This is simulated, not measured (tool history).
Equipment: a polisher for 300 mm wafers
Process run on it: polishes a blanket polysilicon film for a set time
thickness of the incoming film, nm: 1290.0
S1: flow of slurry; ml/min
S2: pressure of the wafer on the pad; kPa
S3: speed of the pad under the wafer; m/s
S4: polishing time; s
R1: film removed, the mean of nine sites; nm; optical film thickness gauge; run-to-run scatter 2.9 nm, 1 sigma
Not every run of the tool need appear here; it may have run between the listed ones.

run	hour	S1	S2	S3	S4	R1
1	0	135	13.1	0.82	76	286.44
2	2.7	135	10.3	0.82	76	227.65
3	7.7	135	10.3	0.82	76	231.44
4	15.9	140	11	0.82	76	250.21
5	16.8	140	11	0.96	76	276.8
6	20	140	11	0.96	79	284.71
7	24.5	145	11.7	0.96	79	308.14
8	27.9	150	11.7	0.96	79	306.97

Run 9, settings as shown, results not yet in. Your forecast:
9	36.4	150	13.1	0.96	79	?

{"run 9": {"R1": 346.95}}
